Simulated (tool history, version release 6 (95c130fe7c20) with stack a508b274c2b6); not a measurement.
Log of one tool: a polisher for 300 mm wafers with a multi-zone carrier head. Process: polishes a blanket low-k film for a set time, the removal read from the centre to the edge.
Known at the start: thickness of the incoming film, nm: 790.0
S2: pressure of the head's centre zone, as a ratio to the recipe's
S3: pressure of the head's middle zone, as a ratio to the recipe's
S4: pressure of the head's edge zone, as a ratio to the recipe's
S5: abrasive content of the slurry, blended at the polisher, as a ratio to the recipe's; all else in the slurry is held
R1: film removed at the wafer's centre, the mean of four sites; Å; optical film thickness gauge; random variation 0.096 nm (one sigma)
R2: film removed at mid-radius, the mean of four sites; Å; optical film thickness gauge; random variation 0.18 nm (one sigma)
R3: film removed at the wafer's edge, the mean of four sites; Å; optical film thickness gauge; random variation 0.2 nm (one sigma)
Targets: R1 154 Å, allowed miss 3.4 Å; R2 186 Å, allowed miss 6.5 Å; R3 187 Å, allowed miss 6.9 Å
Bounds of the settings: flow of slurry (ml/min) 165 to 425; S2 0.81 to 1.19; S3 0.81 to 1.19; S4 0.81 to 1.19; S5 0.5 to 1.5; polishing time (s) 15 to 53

Run 1, hour 0: flow of slurry (ml/min) 275, S2 1, S3 1, S4 1, S5 1, polishing time (s) 34. Result: R1 127.89 Å, R2 124.89 Å, R3 125.44 Å.
Run 2, hour 3.9: flow of slurry (ml/min) 275, S2 0.98, S3 1.02, S4 1.03, S5 1.1, polishing time (s) 35. Result: R1 135.97 Å, R2 139.29 Å, R3 139.93 Å.
Run 3, hour 9: flow of slurry (ml/min) 280, S2 0.97, S3 1.04, S4 1.06, S5 1.15, polishing time (s) 35. Result: R1 139.1 Å, R2 146.84 Å, R3 144.94 Å.
Run 4, hour 17.5: flow of slurry (ml/min) 280, S2 0.97, S3 1, S4 1.06, S5 1.15, polishing time (s) 35. Result: R1 137.25 Å, R2 141.18 Å, R3 142.63 Å.
Run 5, hour 21.6: flow of slurry (ml/min) 280, S2 0.97, S3 1, S4 1.06, S5 1.35, polishing time (s) 35. Result: R1 151.21 Å, R2 155.48 Å, R3 158.25 Å.
Run 6, hour 27.8: flow of slurry (ml/min) 280, S2 0.97, S3 1, S4 1.1, S5 1.35, polishing time (s) 35. Result: R1 151.77 Å, R2 151.81 Å, R3 157.15 Å.
Run 7, hour 34: flow of slurry (ml/min) 280, S2 0.95, S3 1.01, S4 1.11, S5 1.4, polishing time (s) 35. Result: R1 151.8 Å, R2 158.34 Å, R3 165.96 Å.
Run 8, hour 42.8: flow of slurry (ml/min) 290, S2 0.94, S3 1.03, S4 1.12, S5 1.4, polishing time (s) 35. Result: R1 151.03 Å, R2 158.9 Å, R3 164.84 Å.
Run 9, hour 44.9: flow of slurry (ml/min) 285, S2 0.93, S3 1.05, S4 1.12, S5 1.4, polishing time (s) 35. Result: R1 147.6 Å, R2 161.89 Å, R3 165.08 Å.
Run 10, hour 46.4: flow of slurry (ml/min) 290, S2 0.92, S3 1.06, S4 1.13, S5 1.4, polishing time (s) 35. Result: R1 147.3 Å, R2 162.83 Å, R3 165 Å.
Run 11, hour 55: flow of slurry (ml/min) 285, S2 0.91, S3 1.07, S4 1.14, S5 1.4, polishing time (s) 35. Result: R1 142.63 Å, R2 165.08 Å, R3 165.04 Å.
Run 12, hour 57.8: flow of slurry (ml/min) 290, S2 0.9, S3 1.07, S4 1.15, S5 1.4, polishing time (s) 35. Result: R1 143.22 Å, R2 162.48 Å, R3 166.42 Å.
Run 13, hour 65.1: flow of slurry (ml/min) 295, S2 0.89, S3 1.08, S4 1.16, S5 1.4, polishing time (s) 35. Result: R1 140.49 Å, R2 165.63 Å, R3 167.2 Å.
Run 14, hour 69.7: flow of slurry (ml/min) 300, S2 0.89, S3 1.08, S4 1.17, S5 1.4, polishing time (s) 35. Result: R1 141.82 Å, R2 167.2 Å, R3 167.6 Å.
Run 15, hour 71.6: flow of slurry (ml/min) 305, S2 0.88, S3 1.09, S4 1.18, S5 1.45, polishing time (s) 36. Result: R1 147.05 Å, R2 173.63 Å, R3 174.41 Å.
Run 16, hour 80.4: flow of slurry (ml/min) 295, S2 0.88, S3 1.09, S4 1.18, S5 1.45, polishing time (s) 36. Result: R1 146.66 Å, R2 172.23 Å, R3 177.43 Å.

Which of these 5 next moves meets every target?
Run A, hour 89.2: flow of slurry (ml/min) 220, S2 0.81, S3 0.84, S4 1.19, S5 1.25, polishing time (s) 41. Result: R1 ?, R2 ?, R3 ?.
Run B, hour 89.2: flow of slurry (ml/min) 235, S2 0.88, S3 1.15, S4 1.18, S5 1.2, polishing time (s) 43. Result: R1 ?, R2 ?, R3 ?.
Run C, hour 89.2: flow of slurry (ml/min) 360, S2 0.91, S3 1.19, S4 1.09, S5 1.4, polishing time (s) 37. Result: R1 ?, R2 ?, R3 ?.
Run D, hour 89.2: flow of slurry (ml/min) 230, S2 0.93, S3 0.92, S4 1.19, S5 1.5, polishing time (s) 38. Result: R1 ?, R2 ?, R3 ?.
Run E, hour 89.2: flow of slurry (ml/min) 280, S2 0.88, S3 1, S4 1.19, S5 1.5, polishing time (s) 38. Result: R1 ?, R2 ?, R3 ?.

move      R1      R2      R3
   A  137.64  156.21  181.83
   B  155.46  188.13  186.72
   C  157.35   186.4  172.49
   D  160.78   165.1  184.14
   E  156.46  176.19  187.59
A: further off than the last run
B: meets every target
C: brings the result that was furthest off to its target, and leaves another outside
D: takes the result that was furthest off past its target
E: brings the result that was furthest off to its target, and leaves another outside
Move B is the one to make.
